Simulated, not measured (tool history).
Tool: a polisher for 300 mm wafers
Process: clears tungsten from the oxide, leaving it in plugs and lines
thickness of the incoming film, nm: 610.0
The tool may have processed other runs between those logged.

run,hour,flow of slurry (ml/min),pressure of the wafer on the pad (psi),speed of the pad under the wafer (m/s),abrasive content of the slurry,overpolish time after the end point (s),time until the end point was called (s)
1,0.0,165,3.8,1.16,1.0,6,111.14
2,8.4,165,3.6,1.14,1.0,6,116.65
3,13.6,165,3.6,1.26,1.0,6,110.86
4,22.7,165,2.8,1.26,1.0,6,136.66
5,31.0,165,2.8,1.26,0.9,6,147.17
6,31.8,165,2.8,1.26,0.9,5,142.91
7,33.8,165,2.7,1.24,0.9,5,149.12
8,34.6,165,2.6,1.22,0.9,5,158.75
9,39.6,165,2.5,1.20,0.9,5,165.64
10,48.2,165,2.4,1.18,0.9,5,174.60

The next listed run, before its measurement:
11,53.5,165,2.3,1.16,0.9,5,?

{"run 11": {"time until the end point was called (s)": 186.92}}

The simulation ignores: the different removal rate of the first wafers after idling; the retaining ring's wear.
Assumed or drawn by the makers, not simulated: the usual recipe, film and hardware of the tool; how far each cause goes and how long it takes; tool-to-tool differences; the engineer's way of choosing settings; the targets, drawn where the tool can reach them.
